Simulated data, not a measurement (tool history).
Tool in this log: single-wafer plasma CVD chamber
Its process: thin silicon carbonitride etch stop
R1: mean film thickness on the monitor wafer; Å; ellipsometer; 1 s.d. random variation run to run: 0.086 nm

{"run": 1, "hour": 0.0, "RF power (W)": 195, "deposition time (s)": 17.8, "R1": 109.62}
{"run": 2, "hour": 0.7, "RF power (W)": 220, "deposition time (s)": 17.8, "R1": 115.73}
{"run": 3, "hour": 1.8, "RF power (W)": 220, "deposition time (s)": 16.2, "R1": 105.7}
{"run": 4, "hour": 2.8, "RF power (W)": 225, "deposition time (s)": 16.9, "R1": 111.04}
{"run": 5, "hour": 8.8, "RF power (W)": 230, "deposition time (s)": 17.5, "R1": 113.67}
{"run": 6, "hour": 12.4, "RF power (W)": 235, "deposition time (s)": 18.2, "R1": 119.34}
{"run": 7, "hour": 15.5, "RF power (W)": 235, "deposition time (s)": 18.7, "R1": 123.54}
{"run": 8, "hour": 24.3, "RF power (W)": 235, "deposition time (s)": 19.1, "R1": 125.44}
{"run": 9, "hour": 29.8, "RF power (W)": 235, "deposition time (s)": 19.5, "R1": 128.88}

What will run 10 give?
{"run": 10, "hour": 34.3, "RF power (W)": 235, "deposition time (s)": 19.8, "R1": "?"}

Run 10 came out at R1 131.11 Å.
